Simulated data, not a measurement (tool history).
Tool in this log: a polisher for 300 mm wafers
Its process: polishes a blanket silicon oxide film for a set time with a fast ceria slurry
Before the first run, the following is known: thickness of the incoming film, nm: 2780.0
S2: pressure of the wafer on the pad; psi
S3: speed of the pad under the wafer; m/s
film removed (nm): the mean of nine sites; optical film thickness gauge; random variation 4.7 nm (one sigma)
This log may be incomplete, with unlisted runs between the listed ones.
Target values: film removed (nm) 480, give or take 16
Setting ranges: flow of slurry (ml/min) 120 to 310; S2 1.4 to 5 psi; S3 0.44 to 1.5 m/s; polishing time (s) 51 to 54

{"run": 1, "hour": 0.0, "flow of slurry (ml/min)": 200, "S2": 3.2, "S3": 0.96, "polishing time (s)": 51, "film removed (nm)": 731.81}
{"run": 2, "hour": 2.5, "flow of slurry (ml/min)": 200, "S2": 3, "S3": 0.96, "polishing time (s)": 51, "film removed (nm)": 693.27}
{"run": 3, "hour": 8.9, "flow of slurry (ml/min)": 200, "S2": 2.8, "S3": 0.96, "polishing time (s)": 51, "film removed (nm)": 652.29}
{"run": 4, "hour": 15.6, "flow of slurry (ml/min)": 200, "S2": 2.6, "S3": 0.96, "polishing time (s)": 51, "film removed (nm)": 607.31}
{"hour": 17.4, "done": "slurry nozzle cleaned"}
{"run": 5, "hour": 17.4, "flow of slurry (ml/min)": 200, "S2": 2.6, "S3": 0.82, "polishing time (s)": 51, "film removed (nm)": 579.37}
{"run": 6, "hour": 24.2, "flow of slurry (ml/min)": 200, "S2": 2.5, "S3": 0.82, "polishing time (s)": 51, "film removed (nm)": 558.96}
{"run": 7, "hour": 29.0, "flow of slurry (ml/min)": 200, "S2": 2.4, "S3": 0.82, "polishing time (s)": 51, "film removed (nm)": 543.3}
{"run": 8, "hour": 35.5, "flow of slurry (ml/min)": 200, "S2": 2.3, "S3": 0.82, "polishing time (s)": 51, "film removed (nm)": 522.58}

Below are 5 possible settings for the next run. Only one of them brings all results inside the allowed miss of their targets. Which is it?
{"run": "A", "hour": 42.0, "flow of slurry (ml/min)": 175, "S2": 2.5, "S3": 0.78, "polishing time (s)": 54, "film removed (nm)": "?"}
{"run": "B", "hour": 42.0, "flow of slurry (ml/min)": 120, "S2": 2.6, "S3": 0.64, "polishing time (s)": 54, "film removed (nm)": "?"}
{"run": "C", "hour": 42.0, "flow of slurry (ml/min)": 255, "S2": 1.9, "S3": 0.94, "polishing time (s)": 54, "film removed (nm)": "?"}
{"run": "D", "hour": 42.0, "flow of slurry (ml/min)": 220, "S2": 2.5, "S3": 0.8, "polishing time (s)": 53, "film removed (nm)": "?"}
{"run": "E", "hour": 42.0, "flow of slurry (ml/min)": 180, "S2": 1.8, "S3": 0.88, "polishing time (s)": 51, "film removed (nm)": "?"}

move=A film_removed_(nm)=559.38
move=B film_removed_(nm)=473.68
move=C film_removed_(nm)=532.91
move=D film_removed_(nm)=577.06
move=E film_removed_(nm)=440.63
A: lands further from the targets than the last run did
B: all results land within tolerance of their targets
C: lands further from the targets than the last run did
D: lands further from the targets than the last run did
E: the result that was furthest off in the last run now lies on the other side of its target
Go with B: it meets all targets.
